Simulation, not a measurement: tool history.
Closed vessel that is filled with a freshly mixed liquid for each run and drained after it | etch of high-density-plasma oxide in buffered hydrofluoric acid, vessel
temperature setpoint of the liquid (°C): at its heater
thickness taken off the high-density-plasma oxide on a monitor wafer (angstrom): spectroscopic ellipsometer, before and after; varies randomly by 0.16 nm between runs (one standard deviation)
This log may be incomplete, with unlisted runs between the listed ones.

run,hour,temperature setpoint of the liquid (°C),parts of 40 % ammonium fluoride to one part of 49 % hydrofluoric acid (parts by volume),time in the liquid (s),thickness taken off the high-density-plasma oxide on a monitor wafer (angstrom)
1,0,24,13,30,285.1
2,5.7,25.5,13,30,310.02
3,6.6,26.5,13,30,325.5
4,10.4,26.5,16.5,30,257.97
5,11.5,28,16.5,30,279.91
6,18.8,28,16.5,30,281.22
7,25.6,29,16.5,30,296.3
8,34.4,30,16.5,30,310.26

Run 9 has not been measured yet. What should we expect?
9,39.4,30.5,16.5,30,?

Run 9 came out at thickness taken off the high-density-plasma oxide on a monitor wafer (angstrom) 321.08.
